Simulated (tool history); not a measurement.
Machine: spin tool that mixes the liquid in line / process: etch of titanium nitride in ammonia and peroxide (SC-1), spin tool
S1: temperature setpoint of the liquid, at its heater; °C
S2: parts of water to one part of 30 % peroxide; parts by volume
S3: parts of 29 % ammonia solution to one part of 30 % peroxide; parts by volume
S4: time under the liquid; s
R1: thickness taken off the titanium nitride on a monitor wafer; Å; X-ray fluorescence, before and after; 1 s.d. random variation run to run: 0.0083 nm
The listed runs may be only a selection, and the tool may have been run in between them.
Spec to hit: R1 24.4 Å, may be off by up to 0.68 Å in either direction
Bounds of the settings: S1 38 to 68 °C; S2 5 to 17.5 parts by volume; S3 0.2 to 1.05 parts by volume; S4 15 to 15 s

run,hour,S1,S2,S3,S4,R1
1,0,52,9.5,0.55,15,18.751
2,7.1,52,9.5,0.55,15,18.731
3,14.6,56.5,9.5,0.55,15,25.407
4,18.5,56.5,12,0.55,15,22.471
5,23.7,51.5,12,0.55,15,15.963
6,28.6,52.5,12,0.55,15,17.141
7,37,53,12,0.55,15,17.781
8,39.9,53.5,12,0.55,15,18.393
9,42.3,54,12,0.55,15,18.95
10,43.4,58.5,12,0.55,15,25.638

Which of these 5 next moves meets every target?
A,44.5,53,8,0.7,15,?
B,44.5,57.5,10.5,0.65,15,?
C,44.5,58,11.5,0.6,15,?
D,44.5,60,14.5,0.45,15,?
E,44.5,57,13,0.65,15,?

move,R1
A,22.787
B,26.543
C,25.799
D,24.669
E,22.934
A: takes the result that was furthest off past its target
B: further off than the last run
C: further off than the last run
D: all results land within tolerance of their targets
E: takes the result that was furthest off past its target
The right move is D.
